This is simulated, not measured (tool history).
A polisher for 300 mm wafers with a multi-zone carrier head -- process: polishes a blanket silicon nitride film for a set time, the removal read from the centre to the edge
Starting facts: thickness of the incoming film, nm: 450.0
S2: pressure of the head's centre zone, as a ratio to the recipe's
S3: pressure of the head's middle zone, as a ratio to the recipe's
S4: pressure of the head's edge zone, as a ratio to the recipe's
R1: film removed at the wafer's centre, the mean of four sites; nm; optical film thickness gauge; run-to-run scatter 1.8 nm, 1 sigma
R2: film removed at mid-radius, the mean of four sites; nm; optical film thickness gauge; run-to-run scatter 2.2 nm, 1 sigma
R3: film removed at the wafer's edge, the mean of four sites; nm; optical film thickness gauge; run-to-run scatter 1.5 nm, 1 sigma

Run 1, hour 0.0: flow of slurry (ml/min) 280, S2 1.00, S3 1.00, S4 1.00, polishing time (s) 78. Result: R1 126.15 nm, R2 131.03 nm, R3 129.06 nm.
Run 2, hour 4.8: flow of slurry (ml/min) 280, S2 0.96, S3 1.00, S4 1.00, polishing time (s) 78. Result: R1 122.28 nm, R2 130.64 nm, R3 129.29 nm.
Run 3, hour 5.4: flow of slurry (ml/min) 280, S2 0.96, S3 0.99, S4 1.03, polishing time (s) 82. Result: R1 129.36 nm, R2 134.78 nm, R3 137.67 nm.
Run 4, hour 9.5: flow of slurry (ml/min) 280, S2 0.96, S3 0.99, S4 1.07, polishing time (s) 82. Result: R1 127.67 nm, R2 137.97 nm, R3 139.08 nm.
Run 5, hour 18.4: flow of slurry (ml/min) 280, S2 0.96, S3 0.99, S4 1.07, polishing time (s) 67. Result: R1 103.55 nm, R2 109.91 nm, R3 113.13 nm.
Run 6, hour 26.2: flow of slurry (ml/min) 280, S2 0.95, S3 0.97, S4 1.09, polishing time (s) 74. Result: R1 115.06 nm, R2 119.70 nm, R3 127.07 nm.

Expected results for the next run?
Run 7, hour 30.3: flow of slurry (ml/min) 305, S2 0.94, S3 0.96, S4 1.19, polishing time (s) 96. Result: R1 ?, R2 ?, R3 ?.

{"run 7": {"R1": 145.76, "R2": 159.24, "R3": 175.5}}
